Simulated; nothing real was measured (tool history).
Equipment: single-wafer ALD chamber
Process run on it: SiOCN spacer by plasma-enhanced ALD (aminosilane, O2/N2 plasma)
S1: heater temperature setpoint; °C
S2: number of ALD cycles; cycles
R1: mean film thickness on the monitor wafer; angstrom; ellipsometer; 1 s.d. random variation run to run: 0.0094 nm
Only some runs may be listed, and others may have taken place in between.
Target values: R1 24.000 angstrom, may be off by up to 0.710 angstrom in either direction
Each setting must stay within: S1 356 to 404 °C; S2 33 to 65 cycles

{"run": 1, "day": 0.0, "S1": 380, "S2": 49, "R1": 30.461}
{"run": 2, "day": 0.229, "S1": 390, "S2": 49, "R1": 30.095}
{"run": 3, "day": 0.454, "S1": 390, "S2": 46, "R1": 28.515}
{"run": 4, "day": 0.612, "S1": 385, "S2": 46, "R1": 28.439}
{"run": 5, "day": 0.821, "S1": 385, "S2": 44, "R1": 27.326}
{"run": 6, "day": 0.912, "S1": 385, "S2": 42, "R1": 26.149}
{"run": 7, "day": 1.146, "S1": 385, "S2": 41, "R1": 25.305}
{"run": 8, "day": 1.508, "S1": 385, "S2": 40, "R1": 24.856}

Next run, 4 choices. One meets every target within its allowed miss, the rest don't. Which?
{"run": "A", "day": 1.871, "S1": 372, "S2": 35, "R1": "?"}
{"run": "B", "day": 1.871, "S1": 371, "S2": 41, "R1": "?"}
{"run": "C", "day": 1.871, "S1": 387, "S2": 42, "R1": "?"}
{"run": "D", "day": 1.871, "S1": 393, "S2": 39, "R1": "?"}

move=A R1=21.619
move=B R1=25.326
move=C R1=25.943
move=D R1=24.090
A: the result that was furthest off in the last run now lies on the other side of its target
B: its largest miss is bigger than the last run's
C: its largest miss is bigger than the last run's
D: all results in spec
Answer: D
